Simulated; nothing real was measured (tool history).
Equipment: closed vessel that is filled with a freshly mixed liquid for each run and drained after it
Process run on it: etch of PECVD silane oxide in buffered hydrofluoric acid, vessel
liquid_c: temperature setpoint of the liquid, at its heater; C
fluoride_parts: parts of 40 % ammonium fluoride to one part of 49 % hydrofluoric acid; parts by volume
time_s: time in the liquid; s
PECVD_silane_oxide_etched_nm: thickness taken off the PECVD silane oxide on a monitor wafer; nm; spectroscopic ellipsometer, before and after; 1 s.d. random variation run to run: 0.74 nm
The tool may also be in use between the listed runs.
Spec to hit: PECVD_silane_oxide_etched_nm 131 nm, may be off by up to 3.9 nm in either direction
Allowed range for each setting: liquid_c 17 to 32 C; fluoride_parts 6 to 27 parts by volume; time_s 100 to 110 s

run  hour  liquid_c  fluoride_parts  time_s  PECVD_silane_oxide_etched_nm
  1     0        25            16.5     100                        148.52
  2   8.2      24.5            16.5     100                         144.3
  3  10.2        24            16.5     100                        140.37
  4  18.4      23.5            16.5     100                        136.93
  5  25.2      23.5            19.5     100                        115.17
  6  29.8      23.5            21.5     100                         107.2
     38.5  -- thermometer replaced
  7  38.5      27.5              21     100                        146.92
  8  44.5        27              21     100                        142.44
  9  46.1      26.5              21     100                        139.72
 10  51.6        26              21     100                        135.83

Pick the move, out of 5, that brings all results within their allowed miss; only one does.
  A  57.1      24.5            20.5     110                             ?
  B  57.1      25.5              21     100                             ?
  C  57.1        25            20.5     110                             ?
  D  57.1        25            18.5     100                             ?
  E  57.1      25.5            19.5     100                             ?

move  PECVD_silane_oxide_etched_nm
   A                         139.3
   B                        131.52
   C                        143.15
   D                        142.93
   E                        139.44
A: the biggest miss grows against the last run
B: each result inside its tolerance
C: the biggest miss grows against the last run
D: the biggest miss grows against the last run
E: the biggest miss grows against the last run
The move that meets every target is B.
